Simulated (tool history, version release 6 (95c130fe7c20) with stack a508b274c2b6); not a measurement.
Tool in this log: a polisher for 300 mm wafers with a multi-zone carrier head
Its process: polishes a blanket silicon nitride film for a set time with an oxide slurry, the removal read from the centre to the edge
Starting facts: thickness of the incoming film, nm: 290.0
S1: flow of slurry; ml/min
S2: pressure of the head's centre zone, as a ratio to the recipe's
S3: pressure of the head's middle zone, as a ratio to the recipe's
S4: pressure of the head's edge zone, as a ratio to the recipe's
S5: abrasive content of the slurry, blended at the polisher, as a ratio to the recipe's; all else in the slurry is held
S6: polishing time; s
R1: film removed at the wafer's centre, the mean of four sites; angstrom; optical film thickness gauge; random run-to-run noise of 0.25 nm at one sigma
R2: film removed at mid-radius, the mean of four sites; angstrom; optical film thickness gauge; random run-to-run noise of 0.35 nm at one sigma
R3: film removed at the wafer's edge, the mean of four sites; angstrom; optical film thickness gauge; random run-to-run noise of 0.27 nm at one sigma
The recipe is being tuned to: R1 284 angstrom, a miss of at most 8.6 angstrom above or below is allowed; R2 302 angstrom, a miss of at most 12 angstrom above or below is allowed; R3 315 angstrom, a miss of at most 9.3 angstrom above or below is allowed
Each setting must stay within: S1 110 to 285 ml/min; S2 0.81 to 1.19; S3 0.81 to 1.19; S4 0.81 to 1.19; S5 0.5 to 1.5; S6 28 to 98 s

run,hour,S1,S2,S3,S4,S5,S6,R1,R2,R3
1,0,180,1,1,1,1,63,470.45,471.05,465.6
2,1.7,180,1,1,1,1,57,425.16,429.58,428.88
3,3.3,180,1,1,1,1,46,348.45,350.7,342.49
4,5.3,180,1,1.08,1,1,46,346.01,368.9,341.6
5,7.8,180,1,1.11,1,1,46,349.43,374.44,344.47
6,8.8,175,0.99,1.09,1,1,46,338.55,373.23,346.01
7,15.3,170,0.98,1.07,1,1,46,336.92,352.2,349.19
8,17.8,170,0.98,1.07,1,1,46,336.62,364.2,339.6
9,23.5,165,0.97,1.05,1,1,46,332.58,354.8,342.18
10,28.1,160,0.96,1.04,1,1,46,329.12,341.54,334.05
11,32.2,155,0.95,1.04,1,1,46,322.04,343.49,333.67
12,39.8,150,0.94,1.03,1,1,46,318.23,343.17,339.51
13,40.8,150,0.94,1.03,1,1,46,310.54,347.41,340.41
14,46.3,150,0.94,1.03,1,1,46,315.2,344.53,337.46
15,50,145,0.94,1.02,1,1,46,314.37,340.25,332.6

Of the 4 settings listed for the next run, only one would bring every result within its allowed miss of target. Which one?
A,53.7,120,0.95,0.99,1.04,0.85,48,?,?,?
B,53.7,200,1.12,0.85,0.98,1.3,37,?,?,?
C,53.7,115,0.83,1.19,0.81,0.7,58,?,?,?
D,53.7,110,0.95,1.07,0.93,1,47,?,?,?

move,R1,R2,R3
A,287.43,305.86,318.8
B,357.86,289.3,316.87
C,265.75,367.27,307.29
D,300.89,337.97,321.69
A: meets every target
B: lands further from the targets than the last run did
C: the result that was furthest off in the last run now lies on the other side of its target
D: better than the last run, though not everything is in spec
A meets every target.
